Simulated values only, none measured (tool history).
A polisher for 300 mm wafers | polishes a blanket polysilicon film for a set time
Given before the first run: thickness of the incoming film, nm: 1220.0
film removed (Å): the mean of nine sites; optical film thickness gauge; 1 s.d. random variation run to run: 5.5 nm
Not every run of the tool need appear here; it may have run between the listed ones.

run	hour	flow of slurry (ml/min)	pressure of the wafer on the pad (kPa)	speed of the pad under the wafer (m/s)	polishing time (s)	film removed (Å)
1	0	245	16.5	1.22	28	2446.9
2	4	245	16.5	1.42	28	2812.3
3	6.3	245	16.5	1.42	25	2496.4
4	10.1	245	18.6	1.46	25	2901.7
5	12.1	245	20	1.5	25	3164.5
6	13.5	245	20	1.5	25	3124.9

Run 7, settings as shown, results not yet in. Your forecast:
7	19.1	245	21.4	1.56	25	?

film removed (Å): 3485.4

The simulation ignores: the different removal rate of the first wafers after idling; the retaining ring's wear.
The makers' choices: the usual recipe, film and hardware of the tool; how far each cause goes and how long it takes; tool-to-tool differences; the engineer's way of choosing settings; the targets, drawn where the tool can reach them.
